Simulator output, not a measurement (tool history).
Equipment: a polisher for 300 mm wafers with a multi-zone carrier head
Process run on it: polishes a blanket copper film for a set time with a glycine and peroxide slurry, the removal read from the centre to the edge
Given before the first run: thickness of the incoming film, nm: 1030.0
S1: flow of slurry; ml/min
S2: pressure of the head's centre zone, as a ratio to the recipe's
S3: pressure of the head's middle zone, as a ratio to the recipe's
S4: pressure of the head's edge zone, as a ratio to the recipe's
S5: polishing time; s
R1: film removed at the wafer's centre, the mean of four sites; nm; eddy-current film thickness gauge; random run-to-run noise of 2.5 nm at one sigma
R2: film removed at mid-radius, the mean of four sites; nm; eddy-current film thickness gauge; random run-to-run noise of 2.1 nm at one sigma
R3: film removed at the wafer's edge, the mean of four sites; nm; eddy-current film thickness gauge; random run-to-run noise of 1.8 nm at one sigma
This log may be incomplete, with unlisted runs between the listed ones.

| run | day | S1 | S2 | S3 | S4 | S5 | R1 | R2 | R3 |
|---|---|---|---|---|---|---|---|---|---|
| 1 | 0.000 | 155 | 1.00 | 1.00 | 1.00 | 61 | 186.04 | 183.15 | 190.04 |
| 2 | 0.217 | 170 | 0.98 | 1.05 | 1.04 | 62 | 189.62 | 194.99 | 198.77 |
| 3 | 0.308 | 195 | 0.98 | 1.05 | 1.04 | 62 | 196.13 | 204.36 | 204.54 |
| 4 | 0.475 | 205 | 0.96 | 1.08 | 1.06 | 63 | 191.65 | 210.31 | 209.34 |
| 5 | 0.608 | 205 | 1.02 | 1.08 | 1.06 | 63 | 207.70 | 214.80 | 208.71 |
| 6 | 0.938 | 215 | 1.00 | 1.11 | 1.08 | 64 | 210.33 | 224.10 | 213.81 |
| 7 | 1.096 | 220 | 0.97 | 1.13 | 1.09 | 65 | 207.37 | 227.52 | 218.82 |
| 8 | 1.292 | 225 | 0.94 | 1.15 | 1.09 | 66 | 206.64 | 236.75 | 224.81 |

What does the tool deliver on the next run?
| 9 | 1.525 | 230 | 0.92 | 1.16 | 1.10 | 66 | ? | ? | ? |

Run 9 measured R1 195.47 nm, R2 236.59 nm, R3 225.58 nm.
